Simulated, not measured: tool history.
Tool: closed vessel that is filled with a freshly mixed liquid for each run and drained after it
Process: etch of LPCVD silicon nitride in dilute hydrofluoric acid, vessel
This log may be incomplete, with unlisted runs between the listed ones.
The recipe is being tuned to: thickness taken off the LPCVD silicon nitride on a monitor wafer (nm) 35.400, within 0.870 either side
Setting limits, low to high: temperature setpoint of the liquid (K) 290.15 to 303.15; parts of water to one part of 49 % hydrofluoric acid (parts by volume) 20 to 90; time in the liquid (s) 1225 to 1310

run	day	temperature setpoint of the liquid (K)	parts of water to one part of 49 % hydrofluoric acid (parts by volume)	time in the liquid (s)	thickness taken off the LPCVD silicon nitride on a monitor wafer (nm)
1	0.000	295.15	50	1225	11.523
2	0.079	297.15	40	1225	16.088
3	0.254	299.65	40	1225	19.213
4	0.350	299.65	60	1225	12.896
5	0.538	298.15	60	1225	11.688
6	0.817	298.15	50	1225	13.913
7	1.092	299.15	40	1225	18.668
8	1.262	300.15	35	1225	22.661
# day 1.475: hydrofluoric acid flow meter replaced
9	1.475	301.15	30	1225	26.342
10	1.729	301.15	30	1225	26.192
11	1.917	301.65	30	1225	27.364
12	2.300	301.65	30	1225	27.189
13	2.629	303.15	20	1225	44.627

Which single option among these 5 for the next run brings every result within its allowed miss of target? Just one does.
A	2.958	302.15	25	1295	?
B	2.958	300.15	25	1305	?
C	2.958	301.65	25	1235	?
D	2.958	301.65	25	1250	?
E	2.958	300.65	25	1230	?

move	thickness taken off the LPCVD silicon nitride on a monitor wafer (nm)
A	35.513
B	31.336
C	32.767
D	33.165
E	30.537
A: each result inside its tolerance
B: carries the result that was furthest off beyond its target, to the other side
C: carries the result that was furthest off beyond its target, to the other side
D: carries the result that was furthest off beyond its target, to the other side
E: carries the result that was furthest off beyond its target, to the other side
A is the move that brings every result within its allowed miss.

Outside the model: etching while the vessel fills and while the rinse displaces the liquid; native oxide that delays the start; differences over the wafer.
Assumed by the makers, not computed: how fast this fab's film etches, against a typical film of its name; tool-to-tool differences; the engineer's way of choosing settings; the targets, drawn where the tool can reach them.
